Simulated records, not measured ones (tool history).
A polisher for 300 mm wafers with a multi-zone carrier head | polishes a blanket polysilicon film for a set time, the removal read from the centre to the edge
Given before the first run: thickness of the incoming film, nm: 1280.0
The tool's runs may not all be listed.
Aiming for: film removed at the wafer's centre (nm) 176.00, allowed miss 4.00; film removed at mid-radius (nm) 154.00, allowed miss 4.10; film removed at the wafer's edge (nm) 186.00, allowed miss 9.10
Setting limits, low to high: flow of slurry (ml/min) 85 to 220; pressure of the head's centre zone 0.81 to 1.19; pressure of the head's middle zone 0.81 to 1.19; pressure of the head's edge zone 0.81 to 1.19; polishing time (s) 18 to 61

run,day,flow of slurry (ml/min),pressure of the head's centre zone,pressure of the head's middle zone,pressure of the head's edge zone,polishing time (s),film removed at the wafer's centre (nm),film removed at mid-radius (nm),film removed at the wafer's edge (nm)
1,0.000,140,1.00,1.00,1.00,39,283.95,275.50,276.14
2,0.196,105,1.00,1.00,1.00,39,257.94,251.69,267.09
3,0.412,105,1.00,0.93,1.00,39,260.32,237.24,264.67
4,0.671,105,0.99,0.92,0.99,38,249.12,227.78,258.38
5,1.029,105,0.99,0.91,0.98,37,244.61,218.61,250.32
6,1.062,105,0.98,0.90,0.97,36,237.58,214.60,245.96
7,1.188,105,0.98,0.89,0.97,35,227.07,205.99,231.63
8,1.462,105,0.98,0.88,0.97,34,222.15,195.96,227.75
9,1.562,95,0.91,0.81,0.88,27,161.46,142.34,168.09
10,1.850,135,0.92,0.82,0.97,27,183.95,159.10,197.09

Exactly one of the 5 candidate moves below puts every result within its allowed miss. Which one?
A,2.138,135,0.88,0.85,0.92,27,?,?,?
B,2.138,150,1.10,0.85,1.00,23,?,?,?
C,2.138,125,0.84,0.81,1.07,28,?,?,?
D,2.138,90,1.01,0.81,1.02,28,?,?,?
E,2.138,100,0.99,0.87,1.03,27,?,?,?

move,film removed at the wafer's centre (nm),film removed at mid-radius (nm),film removed at the wafer's edge (nm)
A,176.38,163.51,183.17
B,182.87,142.41,165.02
C,172.97,159.97,201.69
D,176.52,144.27,183.75
E,175.14,153.15,182.37
A: corrects the largest miss of the last run, while another result sits out of spec
B: further off than the last run
C: corrects the largest miss of the last run, while another result sits out of spec
D: corrects the largest miss of the last run, while another result sits out of spec
E: every result lands within tolerance
Move E is the one to make.
